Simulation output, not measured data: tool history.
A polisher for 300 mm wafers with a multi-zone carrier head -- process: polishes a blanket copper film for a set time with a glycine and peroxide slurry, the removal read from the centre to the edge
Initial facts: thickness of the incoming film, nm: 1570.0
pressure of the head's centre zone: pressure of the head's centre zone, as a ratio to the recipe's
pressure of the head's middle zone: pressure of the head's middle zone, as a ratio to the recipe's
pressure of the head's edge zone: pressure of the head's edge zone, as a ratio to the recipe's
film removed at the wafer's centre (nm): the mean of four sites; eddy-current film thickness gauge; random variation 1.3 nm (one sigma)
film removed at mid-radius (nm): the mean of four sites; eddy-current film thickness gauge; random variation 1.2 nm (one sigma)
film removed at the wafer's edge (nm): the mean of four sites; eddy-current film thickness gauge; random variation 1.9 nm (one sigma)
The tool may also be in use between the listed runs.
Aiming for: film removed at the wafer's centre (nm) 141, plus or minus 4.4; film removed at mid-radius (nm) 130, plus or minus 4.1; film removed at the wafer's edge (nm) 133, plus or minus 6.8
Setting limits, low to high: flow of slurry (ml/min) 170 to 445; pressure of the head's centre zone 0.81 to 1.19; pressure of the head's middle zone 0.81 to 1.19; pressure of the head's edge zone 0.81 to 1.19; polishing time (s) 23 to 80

run,day,flow of slurry (ml/min),pressure of the head's centre zone,pressure of the head's middle zone,pressure of the head's edge zone,polishing time (s),film removed at the wafer's centre (nm),film removed at mid-radius (nm),film removed at the wafer's edge (nm)
1,0,285,1,1,1,51,171.63,180.3,171.34
2,0.371,230,1,1,1,51,164.86,176.93,170.66
3,0.671,230,1,1,0.92,51,168.95,177.53,167.24
4,0.733,250,1,0.96,0.91,48,162.02,165.36,152.71
# day 0.983: slurry nozzle cleaned
5,0.983,250,1,0.96,0.83,48,166.62,168.12,152.96
6,1.008,250,1,1.03,0.83,48,165.52,176.36,156.79
7,1.054,215,0.98,0.93,0.93,39,130.28,131.76,124.8
8,1.188,260,1.02,0.85,1.03,41,145.01,131.33,146.58
9,1.408,255,1.02,0.86,1,41,143.25,134.18,139.94

Next run, 5 choices. One meets every target within its allowed miss, the rest don't. Which?
A,1.629,245,1.03,0.87,0.94,43,?,?,?
B,1.629,255,1.01,0.9,1.01,41,?,?,?
C,1.629,240,1.04,0.88,0.96,40,?,?,?
D,1.629,215,1.1,1.01,0.81,39,?,?,?
E,1.629,205,1.06,0.98,0.97,40,?,?,?

move,film removed at the wafer's centre (nm),film removed at mid-radius (nm),film removed at the wafer's edge (nm)
A,150.59,141.34,143.78
B,141.43,138.49,140.51
C,141.13,132.23,134.37
D,143.82,140.27,123.53
E,141.24,140.08,132.93
A: misses by more than the last run did
B: misses by more than the last run did
C: in spec on every target
D: moves the result that the last run missed by most past its target, out the other side
E: the furthest-off result lands on target, but another misses its tolerance
Answer: C
